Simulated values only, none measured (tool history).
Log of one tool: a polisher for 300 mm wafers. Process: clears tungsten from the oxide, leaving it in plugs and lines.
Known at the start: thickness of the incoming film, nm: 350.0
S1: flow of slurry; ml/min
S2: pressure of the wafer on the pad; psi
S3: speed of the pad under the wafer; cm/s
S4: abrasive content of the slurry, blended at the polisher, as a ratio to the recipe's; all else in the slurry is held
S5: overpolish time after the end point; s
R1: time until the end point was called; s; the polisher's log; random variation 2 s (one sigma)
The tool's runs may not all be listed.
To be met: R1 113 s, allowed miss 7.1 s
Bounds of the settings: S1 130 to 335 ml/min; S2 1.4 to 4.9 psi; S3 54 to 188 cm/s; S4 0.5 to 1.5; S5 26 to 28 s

run 1 hour=0 | S1=215 S2=3.1 S3=120 S4=1 S5=26 | R1=76.429
run 2 hour=7.9 | S1=190 S2=3.1 S3=120 S4=1 S5=26 | R1=77.432
run 3 hour=10 | S1=190 S2=3.7 S3=120 S4=1 S5=26 | R1=66.044
run 4 hour=12.3 | S1=190 S2=3.7 S3=120 S4=1 S5=28 | R1=67.748
run 5 hour=17.5 | S1=190 S2=3.7 S3=120 S4=1 S5=26 | R1=66.304
run 6 hour=21.2 | S1=235 S2=3.7 S3=120 S4=1 S5=26 | R1=64.975
run 7 hour=30.1 | S1=235 S2=3.1 S3=116 S4=1 S5=26 | R1=77.248
run 8 hour=33.1 | S1=235 S2=2.7 S3=114 S4=1 S5=26 | R1=88.531
run 9 hour=38.5 | S1=235 S2=2.5 S3=112 S4=1 S5=26 | R1=95.149
run 10 hour=40.3 | S1=235 S2=2.3 S3=110 S4=1 S5=26 | R1=100.89
run 11 hour=42.5 | S1=235 S2=2.2 S3=110 S4=1 S5=26 | R1=104.94

Which of these 5 next moves meets every target?
run A hour=44.7 | S1=220 S2=2.6 S3=112 S4=1 S5=26 | R1=?
run B hour=44.7 | S1=180 S2=3.1 S3=104 S4=1.25 S5=26 | R1=?
run C hour=44.7 | S1=265 S2=2.2 S3=116 S4=1.05 S5=26 | R1=?
run D hour=44.7 | S1=230 S2=2.4 S3=118 S4=1.05 S5=28 | R1=?
run E hour=44.7 | S1=245 S2=2.4 S3=94 S4=1.05 S5=27 | R1=?

move=A R1=89.788
move=B R1=82.272
move=C R1=95.009
move=D R1=89.126
move=E R1=109.91
A: further off than the last run
B: further off than the last run
C: further off than the last run
D: further off than the last run
E: meets every target
Answer: E

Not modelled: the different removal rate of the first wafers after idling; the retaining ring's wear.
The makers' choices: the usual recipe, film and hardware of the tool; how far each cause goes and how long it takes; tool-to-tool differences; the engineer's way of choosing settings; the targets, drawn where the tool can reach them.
